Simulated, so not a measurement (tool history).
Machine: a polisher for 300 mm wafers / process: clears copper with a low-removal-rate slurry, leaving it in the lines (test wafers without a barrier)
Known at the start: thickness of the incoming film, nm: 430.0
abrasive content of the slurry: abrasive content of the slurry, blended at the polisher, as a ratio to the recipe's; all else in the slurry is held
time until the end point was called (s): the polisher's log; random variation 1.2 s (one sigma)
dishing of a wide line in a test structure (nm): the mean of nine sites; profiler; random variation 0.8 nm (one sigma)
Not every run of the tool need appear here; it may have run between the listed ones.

run	hour	flow of slurry (ml/min)	pressure of the wafer on the pad (kPa)	speed of the pad under the wafer (m/s)	abrasive content of the slurry	overpolish time after the end point (s)	time until the end point was called (s)	dishing of a wide line in a test structure (nm)
1	0.0	155	21.4	1.14	1.00	11	123.900	26.951
2	6.1	155	21.4	1.14	1.15	11	121.330	27.621
3	13.9	155	23.4	1.14	1.15	11	114.710	29.651
4	21.8	150	25.5	1.22	1.15	12	100.010	36.237
5	26.1	145	27.6	1.26	1.15	13	89.741	41.062
6	33.8	145	27.6	1.04	1.15	13	112.090	35.860
7	35.5	150	29.6	1.10	1.15	14	99.107	42.423
8	37.8	155	30.3	1.16	1.15	15	90.764	47.170
9	42.2	155	30.3	1.22	1.20	16	84.141	53.485
10	48.3	155	31.0	1.24	1.20	17	79.500	57.107
11	55.0	155	31.7	1.24	1.20	18	81.993	59.363

Forecast run 12:
12	62.8	160	32.4	1.24	1.20	18	?	?

{"run 12": {"time until the end point was called (s)": 79.521, "dishing of a wide line in a test structure (nm)": 61.227}}
